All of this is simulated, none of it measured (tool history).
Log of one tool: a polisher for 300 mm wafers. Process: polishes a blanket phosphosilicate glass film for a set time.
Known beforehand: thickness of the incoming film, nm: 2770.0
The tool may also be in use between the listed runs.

run,day,flow of slurry (ml/min),pressure of the wafer on the pad (psi),speed of the pad under the wafer (cm/s),abrasive content of the slurry,polishing time (s),film removed (Å)
1,0,265,2.4,128,1,52,4842.6
2,0.046,265,2.6,130,1,52,5165.9
3,0.108,265,2.8,130,1,52,5535.9
4,0.392,265,2.8,130,0.85,52,5171.1
5,0.521,265,2.9,134,0.85,52,5620.6
6,0.562,265,3,136,0.85,52,5734.1
7,0.871,265,3.1,140,0.85,52,6104.2

What does the tool deliver on the next run?
8,1.017,265,3.2,142,0.85,52,?

{"run 8": {"film removed (Å)": 6236.8}}
